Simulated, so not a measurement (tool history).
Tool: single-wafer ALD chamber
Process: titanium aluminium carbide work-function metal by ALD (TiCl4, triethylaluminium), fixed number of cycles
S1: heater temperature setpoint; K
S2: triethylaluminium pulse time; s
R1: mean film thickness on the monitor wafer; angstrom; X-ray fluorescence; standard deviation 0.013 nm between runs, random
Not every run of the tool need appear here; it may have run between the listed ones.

| run | hour | S1 | S2 | R1 |
|---|---|---|---|---|
| 1 | 0.0 | 598.15 | 15.87 | 23.694 |
| 2 | 0.7 | 594.15 | 15.87 | 23.176 |
| 3 | 2.0 | 587.15 | 15.87 | 22.198 |
| 4 | 10.0 | 593.15 | 16.16 | 23.215 |
| 5 | 11.6 | 593.15 | 13.13 | 22.846 |
| 6 | 15.4 | 598.15 | 13.60 | 23.371 |
| 7 | 24.3 | 602.15 | 14.16 | 24.127 |

What will run 8 give?
| 8 | 32.4 | 604.15 | 14.41 | ? |

For run 8 the tool returned R1 24.279 angstrom.
